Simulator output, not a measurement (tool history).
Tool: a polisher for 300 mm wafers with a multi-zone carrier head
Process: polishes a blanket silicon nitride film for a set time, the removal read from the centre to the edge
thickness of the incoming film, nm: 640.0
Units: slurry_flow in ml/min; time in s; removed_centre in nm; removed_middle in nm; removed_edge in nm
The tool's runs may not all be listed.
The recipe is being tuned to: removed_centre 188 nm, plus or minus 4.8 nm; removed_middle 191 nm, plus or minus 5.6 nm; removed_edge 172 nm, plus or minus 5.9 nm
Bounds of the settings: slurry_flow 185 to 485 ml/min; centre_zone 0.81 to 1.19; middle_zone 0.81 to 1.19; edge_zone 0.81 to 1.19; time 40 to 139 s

run 1 hour=0 | slurry_flow=310 centre_zone=1 middle_zone=1 edge_zone=1 time=89 | removed_centre=168.27 removed_middle=169.61 removed_edge=178.98
run 2 hour=4.3 | slurry_flow=320 centre_zone=1.01 middle_zone=1.02 edge_zone=0.98 time=89 | removed_centre=169.99 removed_middle=173.51 removed_edge=171.71
run 3 hour=10 | slurry_flow=365 centre_zone=1.01 middle_zone=1.02 edge_zone=0.98 time=89 | removed_centre=172.71 removed_middle=172.34 removed_edge=176.77
run 4 hour=15.7 | slurry_flow=365 centre_zone=1.02 middle_zone=1.04 edge_zone=0.98 time=89 | removed_centre=174.72 removed_middle=174.97 removed_edge=177.64
run 5 hour=22.6 | slurry_flow=365 centre_zone=1.03 middle_zone=1.06 edge_zone=0.97 time=89 | removed_centre=176.89 removed_middle=177.03 removed_edge=173.57
run 6 hour=25 | slurry_flow=365 centre_zone=1.03 middle_zone=1.06 edge_zone=0.97 time=80 | removed_centre=159.85 removed_middle=159.1 removed_edge=156.02
run 7 hour=31.9 | slurry_flow=365 centre_zone=1.03 middle_zone=1.06 edge_zone=0.97 time=80 | removed_centre=156.16 removed_middle=159.35 removed_edge=156.99
run 8 hour=34.8 | slurry_flow=360 centre_zone=1.04 middle_zone=1.08 edge_zone=0.97 time=82 | removed_centre=164.08 removed_middle=166.94 removed_edge=160.49
run 9 hour=42.8 | slurry_flow=360 centre_zone=1.05 middle_zone=1.1 edge_zone=0.98 time=83 | removed_centre=167.07 removed_middle=170.54 removed_edge=166.17
run 10 hour=49.3 | slurry_flow=360 centre_zone=1.06 middle_zone=1.11 edge_zone=0.97 time=84 | removed_centre=169.61 removed_middle=174.11 removed_edge=164.33

Which one of the following 5 next-run settings gets every result inside its allowed miss? There is exactly one.
run A hour=55.8 | slurry_flow=475 centre_zone=1.16 middle_zone=1.04 edge_zone=0.81 time=88 | removed_centre=? removed_middle=? removed_edge=?
run B hour=55.8 | slurry_flow=340 centre_zone=1.1 middle_zone=1.17 edge_zone=0.85 time=89 | removed_centre=? removed_middle=? removed_edge=?
run C hour=55.8 | slurry_flow=360 centre_zone=1.05 middle_zone=1.09 edge_zone=0.86 time=94 | removed_centre=? removed_middle=? removed_edge=?
run D hour=55.8 | slurry_flow=430 centre_zone=1.1 middle_zone=1.16 edge_zone=0.83 time=88 | removed_centre=? removed_middle=? removed_edge=?
run E hour=55.8 | slurry_flow=405 centre_zone=1.15 middle_zone=1.06 edge_zone=0.93 time=90 | removed_centre=? removed_middle=? removed_edge=?

move=A removed_centre=201.1 removed_middle=178.17 removed_edge=160.94
move=B removed_centre=188.18 removed_middle=193.44 removed_edge=163.1
move=C removed_centre=190.46 removed_middle=193.98 removed_edge=173.92
move=D removed_centre=189.49 removed_middle=193.15 removed_edge=161.65
move=E removed_centre=201.66 removed_middle=183.08 removed_edge=173.77
A: pushes the last run's worst result past its target
B: the worst result of the last run now meets its target, but another is out of spec
C: hits every target within its allowed miss
D: the worst result of the last run now meets its target, but another is out of spec
E: pushes the last run's worst result past its target
Answer: C
